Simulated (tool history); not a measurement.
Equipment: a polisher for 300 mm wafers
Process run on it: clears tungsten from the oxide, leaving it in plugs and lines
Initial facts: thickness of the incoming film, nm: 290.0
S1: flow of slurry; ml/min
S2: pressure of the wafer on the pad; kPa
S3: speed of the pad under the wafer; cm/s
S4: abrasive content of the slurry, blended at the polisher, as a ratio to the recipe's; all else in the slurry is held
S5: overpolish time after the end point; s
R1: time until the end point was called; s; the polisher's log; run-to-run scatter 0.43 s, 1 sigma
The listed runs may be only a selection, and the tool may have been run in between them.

run  hour   S1    S2   S3   S4  S5      R1
  1   0.0  205  31.7  120  1.0   8  47.447
  2   1.3  205  33.8  120  1.0   8  45.140
  3   5.0  245  33.8  120  1.0   8  43.694
  4   6.0  245  28.3  120  1.0   8  50.558
  5   8.6  245  28.3  120  1.2   8  49.597
  6  15.6  245  34.5  120  1.2   8  41.471
  7  24.1  245  35.9  120  1.2   8  39.507

Estimate the outcome of run 8 from the log above:
  8  30.2  245  36.5  120  1.2   8   ?

For run 8 the tool returned R1 38.908 s.

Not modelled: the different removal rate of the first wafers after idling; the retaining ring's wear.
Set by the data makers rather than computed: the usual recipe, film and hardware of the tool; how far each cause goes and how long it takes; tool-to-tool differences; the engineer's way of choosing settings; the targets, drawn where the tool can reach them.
